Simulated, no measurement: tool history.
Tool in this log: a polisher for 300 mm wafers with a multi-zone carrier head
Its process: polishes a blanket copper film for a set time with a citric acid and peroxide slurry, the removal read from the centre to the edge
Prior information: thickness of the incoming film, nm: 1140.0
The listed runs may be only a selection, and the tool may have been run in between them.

run	hour	flow of slurry (ml/min)	pressure of the head's centre zone	pressure of the head's middle zone	pressure of the head's edge zone	abrasive content of the slurry	polishing time (s)	film removed at the wafer's centre (nm)	film removed at mid-radius (nm)	film removed at the wafer's edge (nm)
1	0.0	160	1.00	1.00	1.00	1.00	77	282.48	283.95	290.76
2	4.4	160	1.00	1.00	0.94	1.00	77	282.53	283.67	286.70
3	8.8	170	0.99	0.98	0.98	1.15	78	301.58	296.81	302.45
4	11.3	170	0.99	0.98	0.98	1.05	78	286.34	286.06	295.56
5	14.3	170	0.99	0.98	0.95	1.05	78	284.54	290.89	294.94
6	16.9	175	0.97	0.96	1.00	1.15	80	291.06	297.07	315.17
7	24.4	180	0.97	0.96	1.04	1.20	81	303.88	304.94	334.21
8	31.2	190	0.97	0.96	1.06	1.20	81	298.62	304.85	329.15
9	32.6	190	0.97	0.96	1.06	1.20	81	303.89	310.35	326.37
10	33.2	180	0.97	0.96	1.06	1.30	81	315.82	309.78	333.67
11	37.1	180	0.97	0.96	1.06	1.30	81	308.54	308.93	336.00
12	39.6	180	0.97	0.96	1.08	1.35	81	314.26	311.74	336.44
13	44.5	205	0.93	0.92	1.18	1.45	84	307.08	322.85	380.06

Run 14 has not been measured yet. What should we expect?
14	50.8	205	0.94	0.92	1.17	1.45	84	?	?	?

film removed at the wafer's centre (nm): 318.97
film removed at mid-radius (nm): 327.44
film removed at the wafer's edge (nm): 374.37
